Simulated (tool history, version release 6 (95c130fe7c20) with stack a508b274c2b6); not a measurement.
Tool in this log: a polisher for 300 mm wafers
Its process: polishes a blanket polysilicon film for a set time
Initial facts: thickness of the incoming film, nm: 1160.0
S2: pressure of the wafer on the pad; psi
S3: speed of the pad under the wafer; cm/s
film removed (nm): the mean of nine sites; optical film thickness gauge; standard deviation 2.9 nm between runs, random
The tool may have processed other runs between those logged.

Run 1, hour 0: flow of slurry (ml/min) 125, S2 2.7 psi, S3 116 cm/s, polishing time (s) 30. Result: film removed (nm) 316.08.
Run 2, hour 3: flow of slurry (ml/min) 120, S2 2.5 psi, S3 116 cm/s, polishing time (s) 30. Result: film removed (nm) 302.45.
Run 3, hour 5.4: flow of slurry (ml/min) 120, S2 2.5 psi, S3 116 cm/s, polishing time (s) 27. Result: film removed (nm) 265.83.
Run 4, hour 12.4: flow of slurry (ml/min) 140, S2 2.5 psi, S3 116 cm/s, polishing time (s) 27. Result: film removed (nm) 272.74.
Run 5, hour 15.8: flow of slurry (ml/min) 115, S2 2.5 psi, S3 116 cm/s, polishing time (s) 27. Result: film removed (nm) 261.93.
Run 6, hour 23.5: flow of slurry (ml/min) 115, S2 2.5 psi, S3 116 cm/s, polishing time (s) 30. Result: film removed (nm) 290.48.
Run 7, hour 25.1: flow of slurry (ml/min) 115, S2 2.4 psi, S3 116 cm/s, polishing time (s) 30. Result: film removed (nm) 279.71.

Predict the results of run 8:
Run 8, hour 32.3: flow of slurry (ml/min) 115, S2 2.3 psi, S3 116 cm/s, polishing time (s) 30. Result: film removed (nm) ?.

film removed (nm): 276.23
